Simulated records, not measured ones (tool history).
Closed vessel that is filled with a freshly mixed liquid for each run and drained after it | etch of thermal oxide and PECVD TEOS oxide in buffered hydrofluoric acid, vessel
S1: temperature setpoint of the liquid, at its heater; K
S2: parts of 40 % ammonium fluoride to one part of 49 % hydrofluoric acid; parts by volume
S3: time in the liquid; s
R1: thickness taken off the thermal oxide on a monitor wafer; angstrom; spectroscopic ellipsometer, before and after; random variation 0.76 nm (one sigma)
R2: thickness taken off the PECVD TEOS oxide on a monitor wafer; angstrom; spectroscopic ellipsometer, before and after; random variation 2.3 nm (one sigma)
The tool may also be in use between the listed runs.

| run | hour | S1 | S2 | S3 | R1 | R2 |
|---|---|---|---|---|---|---|
| 1 | 0 | 293.15 | 7 | 60 | 704.16 | 1613.5 |
| 2 | 7.2 | 294.65 | 7 | 60 | 763.55 | 1726.6 |
| 3 | 15.7 | 295.65 | 7 | 60 | 817.58 | 1855.1 |
| 4 | 24.3 | 297.65 | 7 | 60 | 904.93 | 2085.1 |
| 5 | 28.7 | 298.15 | 7 | 60 | 940.43 | 2132.1 |
| 6 | 36.1 | 298.65 | 7 | 60 | 965.95 | 2168.8 |

Forecast run 7:
| 7 | 38.3 | 299.15 | 7 | 60 | ? | ? |

R1: 985.75 angstrom
R2: 2213.1 angstrom
